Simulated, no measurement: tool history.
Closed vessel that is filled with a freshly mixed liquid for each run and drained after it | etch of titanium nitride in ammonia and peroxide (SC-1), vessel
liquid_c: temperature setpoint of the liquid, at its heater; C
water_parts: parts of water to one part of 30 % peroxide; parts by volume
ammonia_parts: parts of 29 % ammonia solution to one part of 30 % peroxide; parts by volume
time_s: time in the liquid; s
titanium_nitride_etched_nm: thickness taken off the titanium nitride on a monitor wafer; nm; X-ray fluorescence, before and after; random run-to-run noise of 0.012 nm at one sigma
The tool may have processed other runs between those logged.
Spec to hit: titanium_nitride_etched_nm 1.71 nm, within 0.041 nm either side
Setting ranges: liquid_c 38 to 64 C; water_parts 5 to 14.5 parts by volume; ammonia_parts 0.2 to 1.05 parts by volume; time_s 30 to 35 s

run  hour  liquid_c  water_parts  ammonia_parts  time_s  titanium_nitride_etched_nm
  1     0        48            8           0.55      35                      2.4623
  2   2.1      53.5            8           0.55      35                      3.6063
  3   7.9      51.5            8           0.55      35                      3.1608
  4  11.6      51.5          9.5           0.55      35                      2.8868
  5  18.9      46.5          9.5           0.55      35                      2.0037
  6  27.9        42          9.5           0.55      35                      1.4666
  7  28.8      42.5          9.5           0.55      35                      1.5405
  8  35.6        43          9.5           0.55      35                      1.5506
  9  40.8      43.5          9.5           0.55      35                      1.6263

Consider the 4 candidate settings below. Which is the only one whose results all fall within their allowed miss of target?
  A    46        44          8.5           0.65      30                           ?
  B    46        43            9           0.55      35                           ?
  C    46      44.5          9.5           0.45      30                           ?
  D    46        45         10.5            0.5      35                           ?

move  titanium_nitride_etched_nm
   A                      1.5885
   B                      1.6286
   C                       1.462
   D                      1.7093
A: lands further from the targets than the last run did
B: about the same distance from the targets as the last run
C: lands further from the targets than the last run did
D: all results in spec
D meets every target.
